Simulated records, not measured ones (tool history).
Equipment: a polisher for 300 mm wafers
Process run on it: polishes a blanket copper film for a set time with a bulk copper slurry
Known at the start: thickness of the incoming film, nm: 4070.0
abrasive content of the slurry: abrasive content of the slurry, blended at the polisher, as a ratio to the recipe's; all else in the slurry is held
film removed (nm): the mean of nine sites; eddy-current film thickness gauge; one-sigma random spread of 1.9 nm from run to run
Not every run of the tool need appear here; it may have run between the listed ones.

run,hour,flow of slurry (ml/min),pressure of the wafer on the pad (kPa),speed of the pad under the wafer (cm/s),abrasive content of the slurry,polishing time (s),film removed (nm)
1,0,295,22.1,88,1,32,274.28
2,3.4,295,22.1,74,1,32,241.54
3,8.9,295,22.1,74,0.85,32,228.43
4,14.4,295,22.1,74,1.05,32,243.08
5,16.9,295,22.1,74,1.05,29,222.43
6,19.2,240,22.1,74,1.05,29,220.25
7,21.7,250,22.8,74,1.05,29,222.7
# hour 27.3: slurry blender recalibrated
8,27.3,285,23.4,74,1.05,29,249.65
9,33.2,290,23.4,74,1.05,29,248.12
10,36.6,300,23.4,74,1.05,29,250.35

Run 11 comes next. What will it give?
11,44.9,305,23.4,74,1.05,29,?

{"run 11": {"film removed (nm)": 249.83}}

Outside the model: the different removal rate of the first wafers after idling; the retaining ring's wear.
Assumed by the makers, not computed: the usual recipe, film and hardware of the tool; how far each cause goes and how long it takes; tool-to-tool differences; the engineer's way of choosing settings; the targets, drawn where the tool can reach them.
